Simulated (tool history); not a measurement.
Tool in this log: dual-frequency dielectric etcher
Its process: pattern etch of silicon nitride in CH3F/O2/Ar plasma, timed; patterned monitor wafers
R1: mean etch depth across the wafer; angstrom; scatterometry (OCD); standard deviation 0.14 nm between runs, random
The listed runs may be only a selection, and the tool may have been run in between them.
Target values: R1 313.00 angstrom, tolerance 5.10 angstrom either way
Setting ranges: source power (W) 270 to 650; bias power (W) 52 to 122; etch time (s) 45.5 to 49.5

{"run": 1, "hour": 0.0, "source power (W)": 460, "bias power (W)": 87, "etch time (s)": 49.5, "R1": 396.82}
{"run": 2, "hour": 4.0, "source power (W)": 430, "bias power (W)": 83, "etch time (s)": 49.5, "R1": 378.29}
{"run": 3, "hour": 7.6, "source power (W)": 430, "bias power (W)": 75, "etch time (s)": 49.5, "R1": 366.27}
{"run": 4, "hour": 16.5, "source power (W)": 460, "bias power (W)": 75, "etch time (s)": 49.5, "R1": 374.32}
{"run": 5, "hour": 22.1, "source power (W)": 490, "bias power (W)": 75, "etch time (s)": 49.5, "R1": 382.6}
{"run": 6, "hour": 24.9, "source power (W)": 460, "bias power (W)": 73, "etch time (s)": 49.5, "R1": 371.47}
{"run": 7, "hour": 33.0, "source power (W)": 430, "bias power (W)": 72, "etch time (s)": 49.5, "R1": 364.29}
{"run": 8, "hour": 35.3, "source power (W)": 410, "bias power (W)": 69, "etch time (s)": 49.5, "R1": 351.81}

Exercise: of the 5 proposed moves below, exactly one satisfies all targets within the stated allowed misses. Which move is it?
{"run": "A", "hour": 37.6, "source power (W)": 340, "bias power (W)": 56, "etch time (s)": 49.0, "R1": "?"}
{"run": "B", "hour": 37.6, "source power (W)": 360, "bias power (W)": 75, "etch time (s)": 45.5, "R1": "?"}
{"run": "C", "hour": 37.6, "source power (W)": 370, "bias power (W)": 57, "etch time (s)": 47.5, "R1": "?"}
{"run": "D", "hour": 37.6, "source power (W)": 360, "bias power (W)": 79, "etch time (s)": 47.5, "R1": "?"}
{"run": "E", "hour": 37.6, "source power (W)": 320, "bias power (W)": 73, "etch time (s)": 46.5, "R1": "?"}

move=A R1=297.65
move=B R1=312.39
move=C R1=299.74
move=D R1=332.23
move=E R1=302.63
A: takes the result that was furthest off past its target
B: all results in spec
C: takes the result that was furthest off past its target
D: better than the last run, though not everything is in spec
E: takes the result that was furthest off past its target
Go with B: it meets all targets.
